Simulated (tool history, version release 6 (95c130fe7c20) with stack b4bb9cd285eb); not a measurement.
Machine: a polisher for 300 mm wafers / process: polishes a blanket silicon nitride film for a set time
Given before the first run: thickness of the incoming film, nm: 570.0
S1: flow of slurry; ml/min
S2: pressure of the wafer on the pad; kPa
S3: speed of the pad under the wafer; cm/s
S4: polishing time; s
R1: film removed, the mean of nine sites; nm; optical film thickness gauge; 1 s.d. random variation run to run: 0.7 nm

Run 1, hour 0: S1 205 ml/min, S2 28.3 kPa, S3 104 cm/s, S4 39 s. Result: R1 89.026 nm.
Run 2, hour 8.3: S1 205 ml/min, S2 24.1 kPa, S3 104 cm/s, S4 39 s. Result: R1 75.881 nm.
Run 3, hour 13.7: S1 205 ml/min, S2 24.1 kPa, S3 104 cm/s, S4 39 s. Result: R1 75.021 nm.
Run 4, hour 17.1: S1 210 ml/min, S2 27.6 kPa, S3 104 cm/s, S4 39 s. Result: R1 86.363 nm.
Run 5, hour 17.7: S1 215 ml/min, S2 29.6 kPa, S3 104 cm/s, S4 39 s. Result: R1 93.325 nm.
At hour 24.4: head pressure recalibrated.
Run 6, hour 24.4: S1 215 ml/min, S2 29.6 kPa, S3 122 cm/s, S4 39 s. Result: R1 95.263 nm.
Run 7, hour 30.1: S1 215 ml/min, S2 31 kPa, S3 122 cm/s, S4 39 s. Result: R1 99.961 nm.

Run 8 has not been measured yet. What should we expect?
Run 8, hour 33.5: S1 215 ml/min, S2 32.4 kPa, S3 122 cm/s, S4 39 s. Result: R1 ?.

R1: 103.85 nm
